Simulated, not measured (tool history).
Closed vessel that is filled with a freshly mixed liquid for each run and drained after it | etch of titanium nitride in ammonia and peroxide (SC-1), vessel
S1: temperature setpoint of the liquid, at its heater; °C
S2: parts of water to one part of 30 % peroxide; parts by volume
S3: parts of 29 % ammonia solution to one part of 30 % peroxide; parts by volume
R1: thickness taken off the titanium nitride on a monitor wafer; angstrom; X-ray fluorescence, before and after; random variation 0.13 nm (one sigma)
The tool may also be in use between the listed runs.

Run 1, hour 0: S1 61 °C, S2 12 parts by volume, S3 0.8 parts by volume, time in the liquid (s) 100. Result: R1 139.87 angstrom.
Run 2, hour 8.3: S1 56 °C, S2 12 parts by volume, S3 0.8 parts by volume, time in the liquid (s) 100. Result: R1 100.37 angstrom.
Run 3, hour 13: S1 61.5 °C, S2 12 parts by volume, S3 0.8 parts by volume, time in the liquid (s) 100. Result: R1 144.22 angstrom.
Run 4, hour 18: S1 58.5 °C, S2 12 parts by volume, S3 0.8 parts by volume, time in the liquid (s) 100. Result: R1 118.46 angstrom.
Run 5, hour 24.1: S1 58.5 °C, S2 12 parts by volume, S3 0.8 parts by volume, time in the liquid (s) 100. Result: R1 116.83 angstrom.
At hour 26.1: ammonia flow meter replaced.
Run 6, hour 26.1: S1 58.5 °C, S2 12 parts by volume, S3 0.95 parts by volume, time in the liquid (s) 100. Result: R1 122.83 angstrom.
Run 7, hour 34: S1 59 °C, S2 12 parts by volume, S3 0.95 parts by volume, time in the liquid (s) 100. Result: R1 126.69 angstrom.
Run 8, hour 40.5: S1 59.5 °C, S2 12 parts by volume, S3 0.95 parts by volume, time in the liquid (s) 100. Result: R1 131.69 angstrom.
Run 9, hour 41.6: S1 60 °C, S2 12 parts by volume, S3 0.95 parts by volume, time in the liquid (s) 100. Result: R1 136.83 angstrom.
Run 10, hour 43.3: S1 60.5 °C, S2 12 parts by volume, S3 0.95 parts by volume, time in the liquid (s) 100. Result: R1 142.02 angstrom.
Run 11, hour 50: S1 61 °C, S2 12 parts by volume, S3 0.95 parts by volume, time in the liquid (s) 100. Result: R1 144.25 angstrom.

Run 12 comes next. What will it give?
Run 12, hour 57: S1 64.5 °C, S2 12 parts by volume, S3 0.95 parts by volume, time in the liquid (s) 100. Result: R1 ?.

Run 12 gave R1 183.07 angstrom.
